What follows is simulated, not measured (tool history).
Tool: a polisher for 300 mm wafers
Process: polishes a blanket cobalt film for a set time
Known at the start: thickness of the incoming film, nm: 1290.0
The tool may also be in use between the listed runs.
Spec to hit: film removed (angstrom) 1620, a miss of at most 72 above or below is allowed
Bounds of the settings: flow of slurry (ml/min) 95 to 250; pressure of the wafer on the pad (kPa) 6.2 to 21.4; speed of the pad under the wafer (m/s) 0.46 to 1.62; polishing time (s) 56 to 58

| run | hour | flow of slurry (ml/min) | pressure of the wafer on the pad (kPa) | speed of the pad under the wafer (m/s) | polishing time (s) | film removed (angstrom) |
|---|---|---|---|---|---|---|
| 1 | 0 | 160 | 13.8 | 1.04 | 56 | 2477.4 |
| 2 | 4.4 | 160 | 12.4 | 1.04 | 56 | 2259.2 |
| 3 | 9.3 | 180 | 12.4 | 1.04 | 56 | 2334.9 |
| 4 | 13.3 | 180 | 12.4 | 0.86 | 56 | 1906.9 |
| 5 | 14.8 | 180 | 12.4 | 0.86 | 56 | 1906.5 |
| 6 | 16.1 | 180 | 12.4 | 0.86 | 56 | 1896.8 |
| 7 | 20.6 | 175 | 11.7 | 0.86 | 56 | 1773.6 |
| 8 | 24.2 | 170 | 11.7 | 0.86 | 56 | 1755.9 |
| 9 | 27.6 | 165 | 11.7 | 0.86 | 56 | 1763.1 |
| 10 | 33.8 | 160 | 11.7 | 0.86 | 56 | 1752.6 |

Consider the 4 candidate settings below. Which is the only one whose results all fall within their allowed miss of target?
| A | 40 | 165 | 10.3 | 0.9 | 56 | ? |
| B | 40 | 160 | 11 | 0.92 | 56 | ? |
| C | 40 | 140 | 11 | 1 | 56 | ? |
| D | 40 | 145 | 15.2 | 0.68 | 56 | ? |

| move | film removed (angstrom) |
|---|---|
| A | 1605.4 |
| B | 1735.3 |
| C | 1832.8 |
| D | 1733.6 |
A: each result inside its tolerance
B: moves toward the targets from the last run without getting all of them in spec
C: lands further from the targets than the last run did
D: moves toward the targets from the last run without getting all of them in spec
A meets every target.
